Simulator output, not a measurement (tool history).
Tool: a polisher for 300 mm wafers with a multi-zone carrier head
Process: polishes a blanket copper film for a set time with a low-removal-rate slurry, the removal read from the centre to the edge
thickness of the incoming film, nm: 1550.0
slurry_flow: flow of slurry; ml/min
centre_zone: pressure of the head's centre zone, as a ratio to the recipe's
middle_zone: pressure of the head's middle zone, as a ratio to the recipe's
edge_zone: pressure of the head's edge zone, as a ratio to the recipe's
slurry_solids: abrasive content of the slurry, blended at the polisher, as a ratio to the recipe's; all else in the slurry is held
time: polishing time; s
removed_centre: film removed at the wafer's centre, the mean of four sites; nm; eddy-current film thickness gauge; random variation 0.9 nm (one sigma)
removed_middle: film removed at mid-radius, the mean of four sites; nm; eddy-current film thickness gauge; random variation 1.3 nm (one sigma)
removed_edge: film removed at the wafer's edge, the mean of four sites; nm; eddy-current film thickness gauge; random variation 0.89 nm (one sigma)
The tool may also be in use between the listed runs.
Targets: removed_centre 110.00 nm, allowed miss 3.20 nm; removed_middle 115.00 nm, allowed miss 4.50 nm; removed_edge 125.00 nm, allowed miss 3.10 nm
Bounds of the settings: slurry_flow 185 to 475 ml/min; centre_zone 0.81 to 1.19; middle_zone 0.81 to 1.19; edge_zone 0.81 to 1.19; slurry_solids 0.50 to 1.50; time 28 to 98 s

run,day,slurry_flow,centre_zone,middle_zone,edge_zone,slurry_solids,time,removed_centre,removed_middle,removed_edge
1,0.000,305,1.00,1.00,1.00,1.00,63,201.42,209.11,204.23
2,0.233,355,1.00,1.00,1.00,1.00,63,202.76,210.74,205.90
3,0.338,355,1.00,1.00,0.95,1.00,63,205.48,211.09,202.52
4,0.642,420,1.00,1.00,0.95,1.00,63,208.31,213.81,204.60
5,0.708,420,0.95,1.00,0.95,1.00,63,199.57,215.48,202.42
6,0.771,420,0.95,1.00,0.95,1.00,70,219.77,235.20,222.80
7,0.908,420,0.95,1.00,0.95,1.00,70,220.26,238.34,224.13
8,0.954,335,0.85,0.90,0.86,0.75,52,132.77,144.67,146.01
9,1.317,325,0.84,0.88,0.85,0.70,51,125.78,134.50,137.11
10,1.450,325,0.84,0.88,0.85,0.70,51,123.59,136.51,138.28
11,1.812,310,0.84,0.86,0.85,0.65,51,119.04,127.53,133.98
12,1.908,290,0.84,0.85,0.84,0.65,51,118.08,123.46,131.31
13,2.283,275,0.83,0.85,0.84,0.65,51,116.87,127.69,130.75
14,2.388,275,0.83,0.84,0.84,0.60,51,113.28,119.88,127.18

5 next moves are on the table. One of them brings every result within its allowed miss. Which?
A,2.492,305,0.84,0.89,0.85,0.65,50,?,?,?
B,2.492,260,0.83,0.82,0.86,0.75,46,?,?,?
C,2.492,270,0.84,0.88,0.83,0.65,49,?,?,?
D,2.492,265,0.81,0.87,0.83,0.55,54,?,?,?
E,2.492,305,0.81,0.93,0.84,0.55,51,?,?,?

move,removed_centre,removed_middle,removed_edge
A,116.66,129.02,130.29
B,109.83,115.04,125.47
C,112.58,123.55,125.27
D,111.60,125.25,128.27
E,107.34,127.04,123.07
A: further off than the last run
B: meets every target
C: further off than the last run
D: further off than the last run
E: further off than the last run
The right move is B.
